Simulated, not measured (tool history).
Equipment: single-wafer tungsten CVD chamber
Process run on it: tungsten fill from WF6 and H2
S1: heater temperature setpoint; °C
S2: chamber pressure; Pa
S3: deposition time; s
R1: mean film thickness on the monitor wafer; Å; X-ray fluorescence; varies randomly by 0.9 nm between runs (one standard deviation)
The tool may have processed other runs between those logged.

run 1 hour=0.0 | S1=390 S2=6866 S3=35.5 | R1=1152.70
run 2 hour=0.7 | S1=390 S2=5706 S3=35.5 | R1=994.88
run 3 hour=5.3 | S1=396 S2=5706 S3=35.5 | R1=1141.40
run 4 hour=9.2 | S1=399 S2=5999 S3=35.6 | R1=1264.90
run 5 hour=14.0 | S1=388 S2=5999 S3=35.6 | R1=1000.50
run 6 hour=17.5 | S1=393 S2=6239 S3=35.6 | R1=1136.10
run 7 hour=22.5 | S1=405 S2=7613 S3=36.1 | R1=1706.60

Run 8, settings as shown, results not yet in. Your forecast:
run 8 hour=25.2 | S1=406 S2=7613 S3=36.1 | R1=?

For run 8 the tool returned R1 1731.40 Å.
